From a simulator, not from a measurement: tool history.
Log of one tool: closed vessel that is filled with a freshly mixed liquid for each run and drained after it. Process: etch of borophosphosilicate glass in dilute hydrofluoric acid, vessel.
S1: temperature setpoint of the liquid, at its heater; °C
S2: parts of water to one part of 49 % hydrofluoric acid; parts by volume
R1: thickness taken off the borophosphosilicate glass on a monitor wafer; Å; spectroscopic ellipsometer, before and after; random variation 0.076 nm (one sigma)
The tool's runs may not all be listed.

run 1 day=0 | S1=24 S2=165 time_in_the_liquid_(s)=90 | R1=145.26
run 2 day=0.192 | S1=24 S2=185 time_in_the_liquid_(s)=90 | R1=122.91
run 3 day=0.338 | S1=21.5 S2=185 time_in_the_liquid_(s)=90 | R1=113.99
run 4 day=0.508 | S1=21.5 S2=185 time_in_the_liquid_(s)=90 | R1=115.54
run 5 day=0.796 | S1=21.5 S2=240 time_in_the_liquid_(s)=90 | R1=83.886
run 6 day=1.1 | S1=22.5 S2=240 time_in_the_liquid_(s)=90 | R1=86.919

The next listed run, before its measurement:
run 7 day=1.275 | S1=23 S2=240 time_in_the_liquid_(s)=90 | R1=?

{"run 7": {"R1": 87.221}}

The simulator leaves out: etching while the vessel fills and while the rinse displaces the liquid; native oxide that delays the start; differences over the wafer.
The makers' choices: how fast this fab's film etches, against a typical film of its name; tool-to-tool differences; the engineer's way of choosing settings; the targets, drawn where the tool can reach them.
